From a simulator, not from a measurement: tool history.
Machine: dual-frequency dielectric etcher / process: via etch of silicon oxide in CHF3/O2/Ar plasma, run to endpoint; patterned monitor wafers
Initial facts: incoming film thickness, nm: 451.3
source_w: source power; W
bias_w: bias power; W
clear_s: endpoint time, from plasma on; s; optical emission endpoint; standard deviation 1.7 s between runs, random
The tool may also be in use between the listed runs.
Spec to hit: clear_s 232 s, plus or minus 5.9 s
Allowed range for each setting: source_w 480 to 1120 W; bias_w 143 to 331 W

run	day	source_w	bias_w	clear_s
1	0	800	237	194.43
2	0.308	930	237	184.56
3	0.6	830	220	198.2
4	0.821	920	220	191.31
5	1.017	830	208	199.61
6	1.112	750	208	209.86
7	1.425	700	204	212.64
8	1.792	660	198	221.66
9	2.1	640	196	224.98

Exercise: of the 5 proposed moves below, exactly one satisfies all targets within the stated allowed misses. Which move is it?
A	2.408	710	184	?
B	2.408	650	195	?
C	2.408	740	184	?
D	2.408	520	228	?
E	2.408	690	211	?

move	clear_s
A	218.59
B	222.2
C	215.4
D	230.18
E	213.12
A: moves away from the targets compared with the last run
B: moves away from the targets compared with the last run
C: moves away from the targets compared with the last run
D: all results land within tolerance of their targets
E: moves away from the targets compared with the last run
D is the move that brings every result within its allowed miss.

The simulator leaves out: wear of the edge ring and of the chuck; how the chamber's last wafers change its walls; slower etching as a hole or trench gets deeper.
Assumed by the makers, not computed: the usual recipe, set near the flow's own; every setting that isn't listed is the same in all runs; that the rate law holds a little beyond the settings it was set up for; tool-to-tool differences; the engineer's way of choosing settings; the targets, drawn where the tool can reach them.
